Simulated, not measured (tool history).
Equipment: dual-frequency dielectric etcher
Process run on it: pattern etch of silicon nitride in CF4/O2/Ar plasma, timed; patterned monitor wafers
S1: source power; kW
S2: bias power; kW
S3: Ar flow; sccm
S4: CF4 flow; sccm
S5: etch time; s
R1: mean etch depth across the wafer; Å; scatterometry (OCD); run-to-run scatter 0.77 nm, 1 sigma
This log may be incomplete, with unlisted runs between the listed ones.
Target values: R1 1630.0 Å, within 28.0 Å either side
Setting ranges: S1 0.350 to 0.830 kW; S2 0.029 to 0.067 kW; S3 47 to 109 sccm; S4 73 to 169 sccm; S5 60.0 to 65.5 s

run 1 hour=0.0 | S1=0.590 S2=0.048 S3=78 S4=121 S5=65.5 | R1=1467.6
run 2 hour=1.7 | S1=0.600 S2=0.048 S3=78 S4=121 S5=65.5 | R1=1469.5
run 3 hour=2.2 | S1=0.610 S2=0.048 S3=78 S4=121 S5=65.5 | R1=1501.0
run 4 hour=5.4 | S1=0.620 S2=0.048 S3=78 S4=121 S5=65.5 | R1=1523.3
run 5 hour=12.5 | S1=0.620 S2=0.048 S3=78 S4=103 S5=65.5 | R1=1484.1
run 6 hour=13.8 | S1=0.620 S2=0.048 S3=78 S4=103 S5=65.5 | R1=1481.1
run 7 hour=14.7 | S1=0.630 S2=0.048 S3=78 S4=103 S5=65.5 | R1=1500.1
run 8 hour=15.3 | S1=0.640 S2=0.048 S3=78 S4=103 S5=65.5 | R1=1534.5
run 9 hour=20.0 | S1=0.690 S2=0.048 S3=78 S4=103 S5=65.5 | R1=1592.1

Which single option among these 4 for the next run brings every result within its allowed miss of target? Just one does.
run A hour=24.7 | S1=0.660 S2=0.052 S3=79 S4=119 S5=64.5 | R1=?
run B hour=24.7 | S1=0.660 S2=0.050 S3=62 S4=126 S5=65.0 | R1=?
run C hour=24.7 | S1=0.720 S2=0.044 S3=73 S4=90 S5=64.5 | R1=?
run D hour=24.7 | S1=0.750 S2=0.047 S3=57 S4=112 S5=63.0 | R1=?

move=A R1=1590.7
move=B R1=1639.0
move=C R1=1587.6
move=D R1=1714.8
A: roughly where the last run was
B: in spec on every target
C: its largest miss is bigger than the last run's
D: pushes the last run's worst result past its target
Correct choice: B, which meets every target
